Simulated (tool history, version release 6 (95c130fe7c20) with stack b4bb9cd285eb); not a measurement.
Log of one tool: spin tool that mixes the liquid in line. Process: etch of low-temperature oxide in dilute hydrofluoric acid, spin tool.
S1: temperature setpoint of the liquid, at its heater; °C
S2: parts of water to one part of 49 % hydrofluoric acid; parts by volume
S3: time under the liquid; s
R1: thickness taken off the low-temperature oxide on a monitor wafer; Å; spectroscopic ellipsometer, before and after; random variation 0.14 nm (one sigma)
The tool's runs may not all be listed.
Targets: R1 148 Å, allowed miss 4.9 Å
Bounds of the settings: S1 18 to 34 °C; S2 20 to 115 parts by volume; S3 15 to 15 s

run  hour    S1  S2  S3      R1
  1     0    26  65  15  71.341
  2   6.7  27.5  60  15  83.262
  3   8.5  28.5  55  15  95.094
  4  11.2  28.5  70  15  72.791
  5  13.3    27  70  15  68.637
  6  15.1    28  65  15  77.905
  7  20.3    29  60  15  88.161
  8  22.7    33  35  15  187.34
  9  25.4  32.5  35  15  178.03
 10  26.7  28.5  35  15  153.38

4 next moves are on the table. One of them brings every result within its allowed miss. Which?
  A    28  25.5  30  15   ?
  B    28  27.5  35  15   ?
  C    28    29  40  15   ?
  D    28    25  30  15   ?

move      R1
   A   162.8
   B  150.38
   C  138.73
   D  159.46
A: further off than the last run
B: meets every target
C: takes the result that was furthest off past its target
D: further off than the last run
Move B is the one to make.
